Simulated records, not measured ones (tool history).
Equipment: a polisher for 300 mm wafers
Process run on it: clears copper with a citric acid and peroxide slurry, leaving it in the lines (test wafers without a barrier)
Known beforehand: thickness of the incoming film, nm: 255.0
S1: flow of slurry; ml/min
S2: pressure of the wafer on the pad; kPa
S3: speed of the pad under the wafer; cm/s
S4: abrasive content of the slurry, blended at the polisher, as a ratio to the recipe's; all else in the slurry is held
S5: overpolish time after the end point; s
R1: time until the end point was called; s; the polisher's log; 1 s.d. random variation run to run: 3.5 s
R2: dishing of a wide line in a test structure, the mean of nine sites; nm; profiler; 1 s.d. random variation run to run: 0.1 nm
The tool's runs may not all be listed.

run 1 hour=0.0 | S1=215 S2=24.1 S3=116 S4=1.00 S5=21 | R1=110.59 R2=19.6100
run 2 hour=7.9 | S1=210 S2=20.7 S3=100 S4=0.95 S5=17 | R1=144.39 R2=16.4030
run 3 hour=10.3 | S1=210 S2=20.7 S3=100 S4=0.80 S5=17 | R1=150.83 R2=15.9010
run 4 hour=11.3 | S1=210 S2=20.7 S3=100 S4=0.65 S5=17 | R1=157.39 R2=14.8830
run 5 hour=19.2 | S1=210 S2=18.6 S3=90 S4=0.60 S5=14 | R1=191.41 R2=12.1650
run 6 hour=24.8 | S1=210 S2=16.5 S3=84 S4=0.60 S5=14 | R1=219.56 R2=10.8210
run 7 hour=25.7 | S1=210 S2=15.2 S3=80 S4=0.65 S5=16 | R1=242.30 R2=11.1240
run 8 hour=28.3 | S1=210 S2=13.8 S3=78 S4=0.65 S5=16 | R1=266.21 R2=10.2460
run 9 hour=36.7 | S1=210 S2=13.1 S3=78 S4=0.65 S5=17 | R1=278.55 R2=10.4630
run 10 hour=44.3 | S1=210 S2=12.4 S3=78 S4=0.65 S5=17 | R1=289.70 R2=10.3620
run 11 hour=47.8 | S1=205 S2=11.0 S3=78 S4=0.65 S5=14 | R1=318.13 R2=8.0314
run 12 hour=51.9 | S1=225 S2=11.0 S3=76 S4=0.65 S5=14 | R1=324.19 R2=7.8951
run 13 hour=56.6 | S1=205 S2=11.0 S3=76 S4=0.65 S5=14 | R1=327.55 R2=8.0933
run 14 hour=63.1 | S1=205 S2=11.7 S3=74 S4=0.65 S5=15 | R1=317.68 R2=8.6995
run 15 hour=70.9 | S1=205 S2=11.7 S3=74 S4=0.65 S5=15 | R1=315.09 R2=8.4971

Run 16 is up next; what results do you expect?
run 16 hour=72.2 | S1=210 S2=11.7 S3=74 S4=0.65 S5=16 | R1=? R2=?

R1: 322.44 s
R2: 9.0639 nm
